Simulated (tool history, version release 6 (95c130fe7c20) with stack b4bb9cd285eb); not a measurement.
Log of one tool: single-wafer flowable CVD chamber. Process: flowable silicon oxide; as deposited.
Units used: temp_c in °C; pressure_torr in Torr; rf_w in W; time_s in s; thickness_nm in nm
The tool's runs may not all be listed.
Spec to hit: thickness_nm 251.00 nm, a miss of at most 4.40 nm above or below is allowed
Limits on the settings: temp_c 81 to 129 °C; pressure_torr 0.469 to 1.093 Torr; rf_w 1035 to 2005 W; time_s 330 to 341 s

Run 1, day 0.000: temp_c 105 °C, pressure_torr 0.781 Torr, rf_w 1520 W, time_s 330 s. Result: thickness_nm 142.09 nm.
Run 2, day 0.325: temp_c 105 °C, pressure_torr 0.781 Torr, rf_w 1520 W, time_s 330 s. Result: thickness_nm 143.60 nm.
Run 3, day 0.588: temp_c 112 °C, pressure_torr 0.781 Torr, rf_w 1520 W, time_s 330 s. Result: thickness_nm 117.16 nm.
Run 4, day 0.667: temp_c 112 °C, pressure_torr 0.781 Torr, rf_w 1520 W, time_s 341 s. Result: thickness_nm 121.09 nm.
Run 5, day 0.821: temp_c 112 °C, pressure_torr 0.781 Torr, rf_w 1700 W, time_s 341 s. Result: thickness_nm 124.58 nm.
Run 6, day 0.938: temp_c 112 °C, pressure_torr 0.666 Torr, rf_w 1700 W, time_s 341 s. Result: thickness_nm 106.62 nm.
Run 7, day 1.125: temp_c 106 °C, pressure_torr 0.667 Torr, rf_w 1700 W, time_s 341 s. Result: thickness_nm 127.50 nm.
Run 8, day 1.250: temp_c 101 °C, pressure_torr 0.668 Torr, rf_w 1700 W, time_s 341 s. Result: thickness_nm 147.32 nm.
Run 9, day 1.325: temp_c 89 °C, pressure_torr 0.671 Torr, rf_w 1700 W, time_s 341 s. Result: thickness_nm 211.28 nm.

Which of these 5 next moves meets every target?
Run A, day 1.400: temp_c 89 °C, pressure_torr 0.767 Torr, rf_w 1790 W, time_s 341 s. Result: thickness_nm ?.
Run B, day 1.400: temp_c 86 °C, pressure_torr 0.706 Torr, rf_w 1750 W, time_s 341 s. Result: thickness_nm ?.
Run C, day 1.400: temp_c 89 °C, pressure_torr 0.747 Torr, rf_w 1815 W, time_s 341 s. Result: thickness_nm ?.
Run D, day 1.400: temp_c 88 °C, pressure_torr 0.742 Torr, rf_w 1690 W, time_s 340 s. Result: thickness_nm ?.
Run E, day 1.400: temp_c 81 °C, pressure_torr 0.661 Torr, rf_w 1560 W, time_s 341 s. Result: thickness_nm ?.

move  thickness_nm
   A        242.11
   B        241.25
   C        236.85
   D        237.44
   E        250.63
A: closes in on the targets versus the last run, not all within tolerance yet
B: closes in on the targets versus the last run, not all within tolerance yet
C: closes in on the targets versus the last run, not all within tolerance yet
D: closes in on the targets versus the last run, not all within tolerance yet
E: all results in spec
Correct choice: E, which meets every target

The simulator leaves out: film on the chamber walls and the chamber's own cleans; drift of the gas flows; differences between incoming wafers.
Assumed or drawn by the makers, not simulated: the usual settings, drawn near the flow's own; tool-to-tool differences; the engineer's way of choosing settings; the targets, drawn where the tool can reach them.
